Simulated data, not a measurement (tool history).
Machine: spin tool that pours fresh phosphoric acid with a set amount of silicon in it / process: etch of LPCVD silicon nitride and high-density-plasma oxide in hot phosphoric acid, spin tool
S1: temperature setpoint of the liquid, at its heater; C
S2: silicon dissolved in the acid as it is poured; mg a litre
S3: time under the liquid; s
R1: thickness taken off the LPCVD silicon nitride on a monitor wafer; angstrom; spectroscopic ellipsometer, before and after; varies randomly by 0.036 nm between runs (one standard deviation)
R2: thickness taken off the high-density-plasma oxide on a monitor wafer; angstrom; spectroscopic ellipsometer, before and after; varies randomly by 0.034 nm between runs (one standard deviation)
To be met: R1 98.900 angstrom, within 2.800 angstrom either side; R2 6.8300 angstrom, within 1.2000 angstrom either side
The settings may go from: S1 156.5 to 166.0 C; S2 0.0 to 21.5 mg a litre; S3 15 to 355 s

Run 1, day 0.000: S1 161.0 C, S2 9.5 mg a litre, S3 180 s. Result: R1 141.710 angstrom, R2 6.8556 angstrom.
Run 2, day 0.233: S1 161.0 C, S2 9.5 mg a litre, S3 230 s. Result: R1 181.340 angstrom, R2 8.6596 angstrom.
Run 3, day 0.454: S1 161.5 C, S2 7.5 mg a litre, S3 205 s. Result: R1 163.320 angstrom, R2 8.4780 angstrom.
Run 4, day 0.667: S1 161.5 C, S2 6.0 mg a litre, S3 185 s. Result: R1 148.270 angstrom, R2 8.8279 angstrom.
Run 5, day 0.733: S1 161.0 C, S2 5.0 mg a litre, S3 170 s. Result: R1 134.010 angstrom, R2 6.9890 angstrom.
Run 6, day 0.883: S1 161.5 C, S2 4.0 mg a litre, S3 155 s. Result: R1 123.810 angstrom, R2 7.0023 angstrom.
Run 7, day 1.133: S1 162.0 C, S2 3.0 mg a litre, S3 145 s. Result: R1 117.400 angstrom, R2 6.9229 angstrom.
Run 8, day 1.196: S1 162.5 C, S2 2.5 mg a litre, S3 135 s. Result: R1 111.940 angstrom, R2 6.7555 angstrom.
Run 9, day 1.500: S1 163.0 C, S2 2.0 mg a litre, S3 130 s. Result: R1 110.140 angstrom, R2 6.5241 angstrom.
Run 10, day 1.717: S1 163.0 C, S2 2.0 mg a litre, S3 130 s. Result: R1 109.130 angstrom, R2 6.9784 angstrom.
Run 11, day 1.771: S1 163.0 C, S2 1.5 mg a litre, S3 125 s. Result: R1 105.230 angstrom, R2 5.7452 angstrom.
Run 12, day 2.088: S1 162.0 C, S2 1.0 mg a litre, S3 125 s. Result: R1 102.300 angstrom, R2 6.2431 angstrom.
Run 13, day 2.125: S1 162.0 C, S2 0.5 mg a litre, S3 125 s. Result: R1 101.650 angstrom, R2 6.6492 angstrom.

Which one of the following 5 next-run settings gets every result inside its allowed miss? There is exactly one.
Run A, day 2.162: S1 161.5 C, S2 0.0 mg a litre, S3 135 s. Result: R1 ?, R2 ?.
Run B, day 2.162: S1 162.5 C, S2 0.0 mg a litre, S3 130 s. Result: R1 ?, R2 ?.
Run C, day 2.162: S1 162.5 C, S2 6.0 mg a litre, S3 130 s. Result: R1 ?, R2 ?.
Run D, day 2.162: S1 163.5 C, S2 0.0 mg a litre, S3 115 s. Result: R1 ?, R2 ?.
Run E, day 2.162: S1 164.0 C, S2 0.0 mg a litre, S3 120 s. Result: R1 ?, R2 ?.

move       R1      R2
   A  108.060  6.7399
   B  107.580  6.9847
   C  107.580  6.2227
   D   98.375  6.6472
   E  104.360  7.1935
A: the biggest miss grows against the last run
B: the biggest miss grows against the last run
C: the biggest miss grows against the last run
D: in spec on every target
E: the biggest miss grows against the last run
Move D is the one to make.
